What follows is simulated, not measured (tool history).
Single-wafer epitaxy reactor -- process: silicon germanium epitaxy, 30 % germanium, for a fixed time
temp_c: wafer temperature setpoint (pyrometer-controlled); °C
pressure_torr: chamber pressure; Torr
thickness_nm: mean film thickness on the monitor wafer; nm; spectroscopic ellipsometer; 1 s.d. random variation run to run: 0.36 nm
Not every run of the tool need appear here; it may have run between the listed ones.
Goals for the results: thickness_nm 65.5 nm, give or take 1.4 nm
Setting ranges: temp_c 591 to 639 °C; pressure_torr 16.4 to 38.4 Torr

run	hour	temp_c	pressure_torr	thickness_nm
1	0	615	27.4	87.141
2	8.7	606	27.4	75.689
3	14	605	27.4	74.538
4	15.1	604	27.4	73.187
5	21.6	610	27.4	79.954
6	26.6	608	27.3	77.911
7	32.7	607	27.2	77.075
8	37.5	606	27.1	75.731
9	39.1	605	27	73.481
10	46.3	604	27	73.02

Next run, 4 choices. One meets every target within its allowed miss, the rest don't. Which?
A	53.5	607	27.7	?
B	53.5	597	27.8	?
C	53.5	600	28	?
D	53.5	600	29.9	?

move	thickness_nm
A	77.374
B	66.043
C	69.453
D	70.864
A: lands further from the targets than the last run did
B: hits every target within its allowed miss
C: moves toward the targets from the last run without getting all of them in spec
D: moves toward the targets from the last run without getting all of them in spec
Correct choice: B, which meets every target

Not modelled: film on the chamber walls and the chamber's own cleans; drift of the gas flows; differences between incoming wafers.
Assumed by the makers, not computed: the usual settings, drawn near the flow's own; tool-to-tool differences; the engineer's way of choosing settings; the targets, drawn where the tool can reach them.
